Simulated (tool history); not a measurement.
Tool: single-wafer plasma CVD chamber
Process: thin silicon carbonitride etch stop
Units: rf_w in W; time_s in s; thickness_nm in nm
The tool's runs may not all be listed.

Run 1, hour 0.0: rf_w 270 W, time_s 26.0 s. Result: thickness_nm 15.665 nm.
Run 2, hour 9.0: rf_w 245 W, time_s 26.0 s. Result: thickness_nm 15.171 nm.
Run 3, hour 16.7: rf_w 230 W, time_s 25.2 s. Result: thickness_nm 14.513 nm.
Run 4, hour 21.5: rf_w 230 W, time_s 28.7 s. Result: thickness_nm 16.468 nm.
Run 5, hour 24.4: rf_w 230 W, time_s 26.4 s. Result: thickness_nm 15.029 nm.
Run 6, hour 30.2: rf_w 230 W, time_s 29.4 s. Result: thickness_nm 16.758 nm.
Run 7, hour 37.4: rf_w 215 W, time_s 27.5 s. Result: thickness_nm 15.524 nm.
Run 8, hour 43.7: rf_w 185 W, time_s 23.3 s. Result: thickness_nm 12.491 nm.
Run 9, hour 44.3: rf_w 185 W, time_s 23.3 s. Result: thickness_nm 12.502 nm.
Run 10, hour 48.2: rf_w 185 W, time_s 23.3 s. Result: thickness_nm 12.503 nm.

Estimate the outcome of run 11 from the log above:
Run 11, hour 54.9: rf_w 185 W, time_s 23.3 s. Result: thickness_nm ?.

Run 11 measured thickness_nm 12.539 nm.

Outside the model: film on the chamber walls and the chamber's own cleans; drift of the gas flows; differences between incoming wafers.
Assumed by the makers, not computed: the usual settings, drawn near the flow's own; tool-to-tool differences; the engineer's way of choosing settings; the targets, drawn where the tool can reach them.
